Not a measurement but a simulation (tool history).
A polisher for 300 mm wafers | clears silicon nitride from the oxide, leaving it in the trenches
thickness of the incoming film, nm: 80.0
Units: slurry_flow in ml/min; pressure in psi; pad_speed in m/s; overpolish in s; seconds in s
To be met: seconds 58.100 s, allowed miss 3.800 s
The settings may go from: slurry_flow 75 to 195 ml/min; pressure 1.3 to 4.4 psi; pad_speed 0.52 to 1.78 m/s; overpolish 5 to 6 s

run,hour,slurry_flow,pressure,pad_speed,overpolish,seconds
1,0.0,125,2.8,1.14,6,93.830
2,8.0,125,2.4,1.14,6,97.732
3,13.9,125,2.4,1.24,6,95.446
4,21.3,125,2.4,1.24,5,90.401
5,25.2,100,2.4,1.24,5,96.274
6,28.7,100,2.8,1.28,5,85.287
7,30.2,105,3.6,1.40,5,63.023
8,34.7,105,3.7,1.40,5,62.879
9,42.5,105,3.8,1.40,5,63.459
10,48.4,105,3.9,1.40,5,62.228

Which of these 5 next moves meets every target?
A,54.3,75,3.7,1.42,5,?
B,54.3,105,3.8,1.20,5,?
C,54.3,105,3.7,1.30,5,?
D,54.3,85,3.7,1.60,6,?
E,54.3,90,3.3,1.46,5,?

move,seconds
A,67.163
B,71.810
C,67.704
D,58.018
E,67.550
A: further off than the last run
B: further off than the last run
C: further off than the last run
D: meets every target
E: further off than the last run
Move D is the one to make.
